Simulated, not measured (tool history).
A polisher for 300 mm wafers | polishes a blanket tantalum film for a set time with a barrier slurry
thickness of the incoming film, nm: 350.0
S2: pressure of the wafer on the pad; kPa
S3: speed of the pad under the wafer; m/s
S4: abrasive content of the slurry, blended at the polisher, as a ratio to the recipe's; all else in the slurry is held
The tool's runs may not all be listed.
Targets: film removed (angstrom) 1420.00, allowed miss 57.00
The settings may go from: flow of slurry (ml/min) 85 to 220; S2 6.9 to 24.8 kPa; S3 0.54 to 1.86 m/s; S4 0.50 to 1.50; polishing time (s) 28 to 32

Run 1, hour 0.0: flow of slurry (ml/min) 140, S2 15.9 kPa, S3 1.18 m/s, S4 1.00, polishing time (s) 32. Result: film removed (angstrom) 878.75.
Run 2, hour 3.4: flow of slurry (ml/min) 145, S2 17.2 kPa, S3 1.18 m/s, S4 1.00, polishing time (s) 32. Result: film removed (angstrom) 932.95.
Run 3, hour 7.8: flow of slurry (ml/min) 145, S2 17.2 kPa, S3 1.18 m/s, S4 1.15, polishing time (s) 32. Result: film removed (angstrom) 976.24.
Run 4, hour 9.8: flow of slurry (ml/min) 145, S2 18.6 kPa, S3 1.18 m/s, S4 1.15, polishing time (s) 32. Result: film removed (angstrom) 1041.40.
Run 5, hour 11.3: flow of slurry (ml/min) 145, S2 18.6 kPa, S3 1.18 m/s, S4 0.95, polishing time (s) 32. Result: film removed (angstrom) 1001.50.
Run 6, hour 16.9: flow of slurry (ml/min) 145, S2 20.0 kPa, S3 1.18 m/s, S4 0.95, polishing time (s) 32. Result: film removed (angstrom) 1092.00.
Run 7, hour 24.2: flow of slurry (ml/min) 145, S2 20.7 kPa, S3 1.18 m/s, S4 0.95, polishing time (s) 32. Result: film removed (angstrom) 1150.60.
Run 8, hour 26.7: flow of slurry (ml/min) 145, S2 21.4 kPa, S3 1.18 m/s, S4 0.95, polishing time (s) 32. Result: film removed (angstrom) 1168.70.

Which of these 4 next moves meets every target?
Run A, hour 29.2: flow of slurry (ml/min) 150, S2 21.4 kPa, S3 0.94 m/s, S4 1.15, polishing time (s) 28. Result: film removed (angstrom) ?.
Run B, hour 29.2: flow of slurry (ml/min) 155, S2 23.4 kPa, S3 1.26 m/s, S4 1.05, polishing time (s) 32. Result: film removed (angstrom) ?.
Run C, hour 29.2: flow of slurry (ml/min) 150, S2 23.4 kPa, S3 1.54 m/s, S4 0.65, polishing time (s) 32. Result: film removed (angstrom) ?.
Run D, hour 29.2: flow of slurry (ml/min) 145, S2 24.8 kPa, S3 1.28 m/s, S4 1.15, polishing time (s) 32. Result: film removed (angstrom) ?.

move  film removed (angstrom)
   A                   859.65
   B                  1408.80
   C                  1550.10
   D                  1526.80
A: further off than the last run
B: meets every target
C: takes the result that was furthest off past its target
D: takes the result that was furthest off past its target
Answer: B
